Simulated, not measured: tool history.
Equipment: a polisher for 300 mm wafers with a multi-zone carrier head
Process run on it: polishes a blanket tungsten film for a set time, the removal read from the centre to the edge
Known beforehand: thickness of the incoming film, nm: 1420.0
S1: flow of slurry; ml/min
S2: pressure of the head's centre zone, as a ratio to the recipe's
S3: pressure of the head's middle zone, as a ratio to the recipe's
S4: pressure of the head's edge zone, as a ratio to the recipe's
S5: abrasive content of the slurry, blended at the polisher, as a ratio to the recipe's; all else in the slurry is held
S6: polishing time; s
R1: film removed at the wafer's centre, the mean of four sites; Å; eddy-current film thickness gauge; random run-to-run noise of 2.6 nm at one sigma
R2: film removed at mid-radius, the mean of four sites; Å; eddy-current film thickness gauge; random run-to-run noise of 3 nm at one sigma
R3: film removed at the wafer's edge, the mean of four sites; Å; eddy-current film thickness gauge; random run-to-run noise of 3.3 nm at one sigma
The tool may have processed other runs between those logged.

run,hour,S1,S2,S3,S4,S5,S6,R1,R2,R3
1,0,270,1,1,1,1,76,5375.9,5268.6,5371.8
2,1,270,0.94,1,1,1,76,5054.4,5256.5,5431.2
3,4,270,0.94,1,1,0.85,76,4883.5,5019.1,5191.8
4,11.4,260,0.92,1,0.97,0.8,76,4741.6,4958.2,5064.3
5,15.1,300,0.92,1,0.97,0.8,76,4735.2,5022.7,5016.2
6,23.6,300,0.9,0.99,0.95,0.75,76,4574.6,4875.6,4942
7,26.9,225,0.85,0.99,0.85,0.7,76,4182.6,4682.6,4632.9

For run 8, what comes out?
8,28.2,225,0.85,0.99,0.84,0.7,76,?,?,?

{"run 8": {"R1": 4220.2, "R2": 4725, "R3": 4688.1}}
